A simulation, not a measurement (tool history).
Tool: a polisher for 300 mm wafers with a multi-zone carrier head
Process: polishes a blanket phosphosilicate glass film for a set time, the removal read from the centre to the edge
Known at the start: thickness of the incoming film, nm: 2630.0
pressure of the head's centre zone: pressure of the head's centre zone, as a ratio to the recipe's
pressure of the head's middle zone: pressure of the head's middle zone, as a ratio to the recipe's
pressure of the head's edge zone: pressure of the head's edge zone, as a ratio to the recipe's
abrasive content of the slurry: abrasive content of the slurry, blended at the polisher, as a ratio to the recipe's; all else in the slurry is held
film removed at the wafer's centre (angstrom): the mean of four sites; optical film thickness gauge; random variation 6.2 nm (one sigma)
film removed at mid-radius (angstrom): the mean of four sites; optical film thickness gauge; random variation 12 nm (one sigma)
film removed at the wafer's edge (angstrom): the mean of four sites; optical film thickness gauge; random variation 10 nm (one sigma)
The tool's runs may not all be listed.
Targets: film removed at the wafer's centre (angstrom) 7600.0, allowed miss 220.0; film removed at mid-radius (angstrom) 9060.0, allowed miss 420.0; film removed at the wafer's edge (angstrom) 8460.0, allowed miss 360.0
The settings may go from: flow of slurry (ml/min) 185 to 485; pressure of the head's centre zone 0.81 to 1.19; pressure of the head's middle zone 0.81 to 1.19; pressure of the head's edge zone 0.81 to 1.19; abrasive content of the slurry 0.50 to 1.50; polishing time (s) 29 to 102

| run | hour | flow of slurry (ml/min) | pressure of the head's centre zone | pressure of the head's middle zone | pressure of the head's edge zone | abrasive content of the slurry | polishing time (s) | film removed at the wafer's centre (angstrom) | film removed at mid-radius (angstrom) | film removed at the wafer's edge (angstrom) |
|---|---|---|---|---|---|---|---|---|---|---|
| 1 | 0.0 | 310 | 1.00 | 1.00 | 1.00 | 1.00 | 65 | 6127.9 | 6098.6 | 6341.8 |
| 2 | 4.4 | 310 | 0.99 | 1.04 | 1.02 | 1.10 | 65 | 6215.1 | 6624.1 | 6560.7 |
| 3 | 5.5 | 310 | 0.99 | 1.11 | 1.02 | 1.10 | 65 | 6206.0 | 6935.3 | 6613.0 |
| 4 | 6.3 | 310 | 0.99 | 1.12 | 1.05 | 1.20 | 66 | 6597.2 | 7239.5 | 7030.2 |
| 5 | 8.8 | 310 | 0.99 | 1.12 | 1.05 | 1.20 | 52 | 5098.0 | 5865.6 | 5642.5 |
| 6 | 15.5 | 310 | 0.99 | 1.12 | 1.05 | 1.20 | 44 | 4363.2 | 4864.6 | 4735.0 |
| 7 | 20.0 | 325 | 1.03 | 1.19 | 1.12 | 1.45 | 62 | 6821.6 | 7647.5 | 7337.2 |
| 8 | 24.3 | 330 | 1.02 | 1.19 | 1.11 | 1.45 | 64 | 6944.3 | 7904.5 | 7419.9 |

4 next moves are on the table. One of them brings every result within its allowed miss. Which?
| A | 28.6 | 400 | 0.99 | 1.19 | 1.14 | 1.05 | 79 | ? | ? | ? |
| B | 28.6 | 300 | 0.90 | 1.19 | 1.14 | 1.50 | 79 | ? | ? | ? |
| C | 28.6 | 305 | 0.82 | 1.19 | 1.08 | 1.50 | 82 | ? | ? | ? |
| D | 28.6 | 395 | 0.82 | 1.19 | 1.06 | 1.50 | 80 | ? | ? | ? |

| move | film removed at the wafer's centre (angstrom) | film removed at mid-radius (angstrom) | film removed at the wafer's edge (angstrom) |
|---|---|---|---|
| A | 7583.2 | 8645.9 | 8318.9 |
| B | 7565.9 | 9519.3 | 9196.2 |
| C | 7158.6 | 9897.6 | 9295.3 |
| D | 7118.8 | 9825.5 | 9104.7 |
A: meets every target
B: brings the result that was furthest off to its target, and leaves another outside
C: nearer than the last run, and not there yet
D: nearer than the last run, and not there yet
Move A is the one to make.
